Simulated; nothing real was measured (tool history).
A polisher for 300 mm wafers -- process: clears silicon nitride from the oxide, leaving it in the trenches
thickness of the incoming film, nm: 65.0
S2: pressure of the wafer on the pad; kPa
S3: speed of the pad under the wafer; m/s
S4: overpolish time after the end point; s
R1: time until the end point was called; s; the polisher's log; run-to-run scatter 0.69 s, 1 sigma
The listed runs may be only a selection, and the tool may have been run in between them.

{"run": 1, "hour": 0.0, "flow of slurry (ml/min)": 140, "S2": 15.9, "S3": 0.84, "S4": 3, "R1": 94.002}
{"run": 2, "hour": 1.1, "flow of slurry (ml/min)": 165, "S2": 15.9, "S3": 0.84, "S4": 3, "R1": 92.245}
{"run": 3, "hour": 3.0, "flow of slurry (ml/min)": 165, "S2": 15.9, "S3": 0.84, "S4": 3, "R1": 90.25}
{"run": 4, "hour": 9.4, "flow of slurry (ml/min)": 170, "S2": 17.2, "S3": 0.84, "S4": 3, "R1": 85.964}
{"run": 5, "hour": 15.9, "flow of slurry (ml/min)": 155, "S2": 17.2, "S3": 0.84, "S4": 3, "R1": 85.152}
{"run": 6, "hour": 20.4, "flow of slurry (ml/min)": 155, "S2": 13.1, "S3": 0.84, "S4": 3, "R1": 108.52}
{"run": 7, "hour": 27.2, "flow of slurry (ml/min)": 155, "S2": 15.2, "S3": 0.84, "S4": 3, "R1": 96.697}
{"run": 8, "hour": 28.0, "flow of slurry (ml/min)": 155, "S2": 16.5, "S3": 0.84, "S4": 3, "R1": 91.416}
{"run": 9, "hour": 34.5, "flow of slurry (ml/min)": 160, "S2": 17.9, "S3": 0.84, "S4": 3, "R1": 83.631}

What does the tool deliver on the next run?
{"run": 10, "hour": 39.8, "flow of slurry (ml/min)": 160, "S2": 19.3, "S3": 0.84, "S4": 3, "R1": "?"}

R1: 77.338 s
